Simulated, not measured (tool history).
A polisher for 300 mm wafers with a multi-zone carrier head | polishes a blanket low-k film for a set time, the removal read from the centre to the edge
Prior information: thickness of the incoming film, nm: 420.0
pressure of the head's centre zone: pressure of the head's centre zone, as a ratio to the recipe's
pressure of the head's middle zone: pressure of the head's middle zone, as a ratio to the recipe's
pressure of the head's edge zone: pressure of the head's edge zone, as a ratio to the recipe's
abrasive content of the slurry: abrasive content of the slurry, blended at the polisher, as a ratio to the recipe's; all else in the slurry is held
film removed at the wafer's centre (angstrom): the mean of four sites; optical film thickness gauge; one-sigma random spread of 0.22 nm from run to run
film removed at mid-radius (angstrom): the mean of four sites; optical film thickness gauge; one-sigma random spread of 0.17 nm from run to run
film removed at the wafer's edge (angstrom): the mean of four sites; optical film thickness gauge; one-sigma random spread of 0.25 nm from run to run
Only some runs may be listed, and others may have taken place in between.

run	day	flow of slurry (ml/min)	pressure of the head's centre zone	pressure of the head's middle zone	pressure of the head's edge zone	abrasive content of the slurry	polishing time (s)	film removed at the wafer's centre (angstrom)	film removed at mid-radius (angstrom)	film removed at the wafer's edge (angstrom)
1	0.000	235	1.00	1.00	1.00	1.00	32	143.79	145.53	137.31
2	0.029	240	1.02	1.01	1.03	1.10	33	159.64	160.62	153.52
3	0.088	240	0.94	1.01	1.03	1.10	33	147.22	158.95	152.03
4	0.188	250	0.98	1.02	1.06	1.20	33	161.13	168.12	163.11
5	0.492	250	0.98	1.06	1.06	1.20	33	160.45	172.36	162.59
6	0.671	250	0.98	1.14	1.06	1.20	33	157.33	184.86	158.78
7	0.867	260	1.01	1.13	1.08	1.25	33	168.53	189.38	165.15
8	0.954	265	1.03	1.12	1.10	1.30	33	173.39	187.65	171.08

For run 9, what comes out?
9	0.996	270	1.05	1.12	1.11	1.35	34	?	?	?

{"run 9": {"film removed at the wafer's centre (angstrom)": 185.45, "film removed at mid-radius (angstrom)": 196.56, "film removed at the wafer's edge (angstrom)": 180.47}}
